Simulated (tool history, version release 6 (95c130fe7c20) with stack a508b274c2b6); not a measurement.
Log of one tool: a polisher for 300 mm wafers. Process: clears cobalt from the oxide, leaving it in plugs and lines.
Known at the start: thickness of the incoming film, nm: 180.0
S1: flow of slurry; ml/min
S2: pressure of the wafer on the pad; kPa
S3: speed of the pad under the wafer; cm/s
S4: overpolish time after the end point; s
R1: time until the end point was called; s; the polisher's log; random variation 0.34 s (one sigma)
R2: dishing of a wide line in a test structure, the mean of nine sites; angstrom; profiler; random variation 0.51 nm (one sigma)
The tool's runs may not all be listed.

Run 1, hour 0: S1 320 ml/min, S2 9.7 kPa, S3 116 cm/s, S4 19 s. Result: R1 40.267 s, R2 419.21 angstrom.
Run 2, hour 4.8: S1 320 ml/min, S2 9.7 kPa, S3 116 cm/s, S4 14 s. Result: R1 39.86 s, R2 362.04 angstrom.
Run 3, hour 6.2: S1 320 ml/min, S2 10.3 kPa, S3 116 cm/s, S4 15 s. Result: R1 38.017 s, R2 387.69 angstrom.
Run 4, hour 12.9: S1 320 ml/min, S2 10.3 kPa, S3 96 cm/s, S4 15 s. Result: R1 42.209 s, R2 361.77 angstrom.
Run 5, hour 21.1: S1 320 ml/min, S2 11 kPa, S3 96 cm/s, S4 15 s. Result: R1 40.081 s, R2 376.72 angstrom.
Run 6, hour 22.2: S1 320 ml/min, S2 11 kPa, S3 96 cm/s, S4 18 s. Result: R1 39.98 s, R2 398.48 angstrom.
Run 7, hour 24.3: S1 320 ml/min, S2 11.7 kPa, S3 96 cm/s, S4 18 s. Result: R1 37.975 s, R2 423.73 angstrom.

Run 8 comes next. What will it give?
Run 8, hour 27.7: S1 320 ml/min, S2 14.5 kPa, S3 102 cm/s, S4 13 s. Result: R1 ?, R2 ?.

Run 8 gave R1 29.603 s, R2 406.04 angstrom.
